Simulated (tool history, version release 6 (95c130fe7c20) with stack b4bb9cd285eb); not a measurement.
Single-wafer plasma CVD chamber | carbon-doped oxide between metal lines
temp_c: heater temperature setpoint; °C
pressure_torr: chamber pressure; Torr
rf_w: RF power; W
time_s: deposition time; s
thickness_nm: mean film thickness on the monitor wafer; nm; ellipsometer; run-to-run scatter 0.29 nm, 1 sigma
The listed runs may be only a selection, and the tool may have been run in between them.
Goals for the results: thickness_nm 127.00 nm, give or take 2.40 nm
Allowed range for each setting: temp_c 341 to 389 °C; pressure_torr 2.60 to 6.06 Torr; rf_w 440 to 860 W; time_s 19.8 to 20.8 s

| run | hour | temp_c | pressure_torr | rf_w | time_s | thickness_nm |
|---|---|---|---|---|---|---|
| 1 | 0.0 | 365 | 4.33 | 650 | 20.8 | 111.09 |
| 2 | 7.6 | 365 | 4.33 | 725 | 20.8 | 116.98 |
| 3 | 11.0 | 365 | 4.33 | 725 | 19.8 | 111.23 |
| 4 | 15.9 | 365 | 4.64 | 725 | 19.8 | 111.81 |
| 5 | 23.6 | 364 | 4.65 | 740 | 19.9 | 114.22 |
| 6 | 31.1 | 364 | 4.30 | 740 | 19.9 | 113.30 |
| 7 | 39.5 | 363 | 4.35 | 755 | 19.9 | 114.06 |
| 8 | 40.3 | 363 | 4.39 | 765 | 20.0 | 116.15 |
| 9 | 46.8 | 363 | 4.44 | 775 | 20.0 | 116.87 |
| 10 | 47.6 | 363 | 4.48 | 785 | 20.0 | 117.64 |

Which one of the following 5 next-run settings gets every result inside its allowed miss? There is exactly one.
| A | 48.4 | 370 | 4.63 | 860 | 20.8 | ? |
| B | 48.4 | 371 | 3.74 | 850 | 20.8 | ? |
| C | 48.4 | 370 | 3.79 | 815 | 19.9 | ? |
| D | 48.4 | 368 | 4.48 | 820 | 20.2 | ? |
| E | 48.4 | 360 | 4.19 | 815 | 20.3 | ? |

| move | thickness_nm |
|---|---|
| A | 126.05 |
| B | 121.77 |
| C | 114.71 |
| D | 119.85 |
| E | 121.77 |
A: meets every target
B: better than the last run, though not everything is in spec
C: further off than the last run
D: better than the last run, though not everything is in spec
E: better than the last run, though not everything is in spec
The right move is A.

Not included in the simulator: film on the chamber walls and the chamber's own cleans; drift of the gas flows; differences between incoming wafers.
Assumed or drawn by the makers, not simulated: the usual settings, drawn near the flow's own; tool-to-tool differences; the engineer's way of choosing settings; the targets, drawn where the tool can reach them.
